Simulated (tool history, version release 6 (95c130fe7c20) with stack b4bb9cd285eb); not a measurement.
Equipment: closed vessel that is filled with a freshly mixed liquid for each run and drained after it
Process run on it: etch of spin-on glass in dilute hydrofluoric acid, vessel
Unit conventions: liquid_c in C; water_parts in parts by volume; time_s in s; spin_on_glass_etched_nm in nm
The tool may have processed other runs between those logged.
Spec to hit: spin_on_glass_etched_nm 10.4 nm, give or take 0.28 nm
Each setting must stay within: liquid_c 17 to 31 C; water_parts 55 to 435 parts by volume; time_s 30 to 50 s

run  hour  liquid_c  water_parts  time_s  spin_on_glass_etched_nm
  1     0        23          245      50                    8.651
  2   7.9        24          245      50                   8.9725
  3  14.6        24          285      50                   7.3231
  4  20.4      25.5          280      50                    8.052
  5  26.5      25.5          355      50                   5.8506
  6  28.5        27          335      50                   6.6454
  7  36.4        28          320      50                   7.2673
  8  43.5      28.5          305      50                   7.8663
  9  50.9        29          295      50                   8.3904
 10  56.9      29.5          285      50                   8.7758
 11    64      29.5          285      50                   8.8579
 12  66.9        30          280      50                   9.2871
 13  70.6        30          275      50                   9.5574
 14  72.3        30          270      50                   9.7356
 15    77      30.5          265      50                   10.095

Exactly one of the 5 candidate moves below puts every result within its allowed miss. Which one?
  A  81.7        31          275      50                        ?
  B  81.7      29.5          255      50                        ?
  C  81.7        31          280      50                        ?
  D  81.7        31          185      30                        ?
  E  81.7        31          250      50                        ?

move  spin_on_glass_etched_nm
   A                   9.7477
   B                   10.238
   C                   9.5189
   D                   9.6947
   E                    11.04
A: its largest miss is bigger than the last run's
B: every result lands within tolerance
C: its largest miss is bigger than the last run's
D: its largest miss is bigger than the last run's
E: the result that was furthest off in the last run now lies on the other side of its target
So the answer is move B, the one that meets all the targets.
